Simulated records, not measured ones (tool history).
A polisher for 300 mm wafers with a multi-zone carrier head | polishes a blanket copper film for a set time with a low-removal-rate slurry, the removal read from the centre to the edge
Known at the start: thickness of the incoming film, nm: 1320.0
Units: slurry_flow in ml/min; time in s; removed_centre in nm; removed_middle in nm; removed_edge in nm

| run | day | slurry_flow | centre_zone | middle_zone | edge_zone | slurry_solids | time | removed_centre | removed_middle | removed_edge |
|---|---|---|---|---|---|---|---|---|---|---|
| 1 | 0 | 215 | 1 | 1 | 1 | 1 | 41 | 168.02 | 162.28 | 157.27 |
| 2 | 0.204 | 215 | 1 | 1 | 1 | 0.85 | 41 | 156.97 | 149.85 | 149 |
| 3 | 0.271 | 215 | 0.93 | 1 | 1 | 0.85 | 41 | 148.21 | 153.38 | 148.17 |
| 4 | 0.483 | 215 | 0.93 | 0.96 | 1 | 0.85 | 41 | 146.95 | 149.42 | 148.95 |
| 5 | 0.846 | 215 | 0.92 | 0.97 | 0.99 | 0.85 | 41 | 143.92 | 144.33 | 150.22 |
| 6 | 1.133 | 215 | 0.92 | 0.99 | 0.99 | 0.85 | 41 | 143.35 | 149.97 | 150.36 |
| 7 | 1.192 | 215 | 0.93 | 1.02 | 0.98 | 0.85 | 41 | 147.18 | 156.96 | 149.11 |

Forecast run 8:
| 8 | 1.238 | 210 | 0.93 | 1.03 | 0.97 | 0.85 | 41 | ? | ? | ? |

{"run 8": {"removed_centre": 145.01, "removed_middle": 153.25, "removed_edge": 149.71}}
